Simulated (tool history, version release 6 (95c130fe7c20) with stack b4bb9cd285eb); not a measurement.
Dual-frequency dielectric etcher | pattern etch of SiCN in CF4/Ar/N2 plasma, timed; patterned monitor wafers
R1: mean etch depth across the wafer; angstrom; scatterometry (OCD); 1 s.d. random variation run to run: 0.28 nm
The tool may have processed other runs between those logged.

Run 1, hour 0.0: source power (kW) 0.410, bias power (kW) 0.087, Ar flow (sccm) 131, CF4 flow (sccm) 76, etch time (s) 73. Result: R1 566.37 angstrom.
Run 2, hour 3.3: source power (kW) 0.390, bias power (kW) 0.087, Ar flow (sccm) 131, CF4 flow (sccm) 76, etch time (s) 73. Result: R1 542.90 angstrom.
Run 3, hour 12.2: source power (kW) 0.440, bias power (kW) 0.087, Ar flow (sccm) 131, CF4 flow (sccm) 76, etch time (s) 73. Result: R1 607.69 angstrom.
Run 4, hour 15.0: source power (kW) 0.440, bias power (kW) 0.087, Ar flow (sccm) 131, CF4 flow (sccm) 76, etch time (s) 76. Result: R1 640.89 angstrom.
Run 5, hour 19.9: source power (kW) 0.500, bias power (kW) 0.087, Ar flow (sccm) 131, CF4 flow (sccm) 76, etch time (s) 76. Result: R1 701.24 angstrom.
Run 6, hour 22.8: source power (kW) 0.500, bias power (kW) 0.087, Ar flow (sccm) 131, CF4 flow (sccm) 86, etch time (s) 76. Result: R1 721.78 angstrom.
Run 7, hour 26.1: source power (kW) 0.430, bias power (kW) 0.085, Ar flow (sccm) 131, CF4 flow (sccm) 86, etch time (s) 76. Result: R1 627.92 angstrom.
Run 8, hour 31.6: source power (kW) 0.390, bias power (kW) 0.084, Ar flow (sccm) 131, CF4 flow (sccm) 86, etch time (s) 76. Result: R1 582.61 angstrom.
Run 9, hour 38.1: source power (kW) 0.360, bias power (kW) 0.083, Ar flow (sccm) 131, CF4 flow (sccm) 86, etch time (s) 76. Result: R1 541.85 angstrom.
Run 10, hour 46.6: source power (kW) 0.290, bias power (kW) 0.082, Ar flow (sccm) 131, CF4 flow (sccm) 86, etch time (s) 76. Result: R1 443.82 angstrom.

Expected results for the next run?
Run 11, hour 49.4: source power (kW) 0.300, bias power (kW) 0.082, Ar flow (sccm) 131, CF4 flow (sccm) 86, etch time (s) 76. Result: R1 ?.

{"run 11": {"R1": 455.83}}
